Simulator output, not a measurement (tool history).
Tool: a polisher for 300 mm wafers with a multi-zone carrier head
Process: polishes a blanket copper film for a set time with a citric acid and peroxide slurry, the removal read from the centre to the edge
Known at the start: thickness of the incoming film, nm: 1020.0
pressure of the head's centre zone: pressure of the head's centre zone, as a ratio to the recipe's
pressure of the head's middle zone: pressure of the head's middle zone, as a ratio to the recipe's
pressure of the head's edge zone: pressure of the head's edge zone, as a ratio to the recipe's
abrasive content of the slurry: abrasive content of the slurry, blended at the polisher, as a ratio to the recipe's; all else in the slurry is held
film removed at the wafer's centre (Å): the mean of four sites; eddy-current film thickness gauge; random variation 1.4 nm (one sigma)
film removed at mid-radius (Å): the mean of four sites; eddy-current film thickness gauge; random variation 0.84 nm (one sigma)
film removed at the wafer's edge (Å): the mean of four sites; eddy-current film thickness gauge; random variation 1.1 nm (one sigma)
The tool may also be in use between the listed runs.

run	hour	flow of slurry (ml/min)	pressure of the head's centre zone	pressure of the head's middle zone	pressure of the head's edge zone	abrasive content of the slurry	polishing time (s)	film removed at the wafer's centre (Å)	film removed at mid-radius (Å)	film removed at the wafer's edge (Å)
1	0	155	1	1	1	1	51	948.75	918.78	934.13
2	5.3	170	1.01	1.04	1.01	1.1	51	983.19	982.9	985.65
3	8.1	170	0.94	1.04	1.01	1.1	51	923.9	981.11	945.74
4	13.5	185	0.97	1.07	0.99	1.2	52	1016.2	1079	1017.8
5	21.3	185	1.03	1.07	0.99	1.2	52	1076.5	1076.9	1017.5
6	24.1	195	1.04	1.1	0.99	1.25	52	1096.2	1118.5	1041.2
7	26.6	205	1.05	1.12	0.98	1.3	52	1170.6	1159.2	1042.8
8	28.7	210	1.04	1.14	0.99	1.35	52	1141.7	1204.3	1046.5

Forecast run 9:
9	36.4	215	1.05	1.15	1	1.4	52	?	?	?

film removed at the wafer's centre (Å): 1179.7
film removed at mid-radius (Å): 1233.4
film removed at the wafer's edge (Å): 1071.6
